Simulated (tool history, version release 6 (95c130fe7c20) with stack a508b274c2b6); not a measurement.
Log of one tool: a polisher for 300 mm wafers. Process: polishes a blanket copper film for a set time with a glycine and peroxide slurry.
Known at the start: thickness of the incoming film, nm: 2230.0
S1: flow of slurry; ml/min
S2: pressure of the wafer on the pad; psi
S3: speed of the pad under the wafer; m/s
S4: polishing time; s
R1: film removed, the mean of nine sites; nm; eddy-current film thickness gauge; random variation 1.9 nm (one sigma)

run	day	S1	S2	S3	S4	R1
1	0.000	230	3.0	1.02	28	161.83
2	0.138	200	3.0	1.02	28	159.54
3	0.200	250	3.0	1.02	28	165.61
4	0.458	250	3.0	1.02	25	147.68
5	0.612	250	2.9	1.02	25	145.51
6	0.708	250	2.8	1.02	25	145.25
7	0.933	250	2.7	1.02	25	143.27

What does the tool deliver on the next run?
8	1.133	250	2.6	1.00	25	?

Run 8 yielded R1 140.90 nm.
